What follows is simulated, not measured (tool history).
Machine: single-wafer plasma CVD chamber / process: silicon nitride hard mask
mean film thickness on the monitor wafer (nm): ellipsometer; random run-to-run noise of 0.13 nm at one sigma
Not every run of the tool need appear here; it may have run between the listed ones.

| run | hour | heater temperature setpoint (°C) | chamber pressure (Torr) | RF power (kW) | deposition time (s) | mean film thickness on the monitor wafer (nm) |
|---|---|---|---|---|---|---|
| 1 | 0 | 375 | 1.25 | 0.245 | 35.2 | 33.127 |
| 2 | 2.4 | 375 | 1.25 | 0.245 | 35.2 | 32.984 |
| 3 | 10.6 | 375 | 1.16 | 0.23 | 35.2 | 30.175 |
| 4 | 14.1 | 375 | 1.09 | 0.225 | 35.2 | 29.135 |
| 5 | 19.9 | 375 | 1.09 | 0.225 | 36.3 | 29.907 |
| 6 | 23.4 | 368 | 1.09 | 0.225 | 36.3 | 29.961 |
| 7 | 27.7 | 368 | 1.03 | 0.215 | 36.2 | 27.931 |
| 8 | 36.3 | 368 | 0.98 | 0.21 | 36.2 | 26.694 |
| 9 | 42.8 | 368 | 0.94 | 0.205 | 36.2 | 25.366 |
| 10 | 44.2 | 368 | 0.91 | 0.205 | 36.2 | 25.115 |
| 11 | 51.2 | 368 | 0.88 | 0.205 | 36.2 | 24.54 |

Forecast run 12:
| 12 | 54.7 | 368 | 0.86 | 0.205 | 36.2 | ? |

mean film thickness on the monitor wafer (nm): 24.5
